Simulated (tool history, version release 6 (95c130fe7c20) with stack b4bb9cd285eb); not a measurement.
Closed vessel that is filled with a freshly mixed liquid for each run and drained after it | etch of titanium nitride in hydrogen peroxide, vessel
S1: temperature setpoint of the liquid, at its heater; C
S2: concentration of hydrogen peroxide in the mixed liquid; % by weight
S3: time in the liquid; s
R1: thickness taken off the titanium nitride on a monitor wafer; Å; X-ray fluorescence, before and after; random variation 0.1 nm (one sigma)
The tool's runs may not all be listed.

| run | hour | S1 | S2 | S3 | R1 |
|---|---|---|---|---|---|
| 1 | 0 | 49 | 25 | 95 | 69.403 |
| 2 | 5.5 | 52 | 25 | 95 | 85.275 |
| 3 | 13 | 57 | 25 | 95 | 121.73 |
| 4 | 20.2 | 57 | 25 | 60 | 76.488 |
| 5 | 27.5 | 52.5 | 25 | 60 | 56.369 |
| 6 | 29 | 58.5 | 25 | 60 | 86.365 |
| 7 | 35.2 | 65 | 27.5 | 85 | 188.59 |

The next listed run, before its measurement:
| 8 | 42.5 | 64 | 27.5 | 85 | ? |

Run 8 gave R1 179.79 Å.
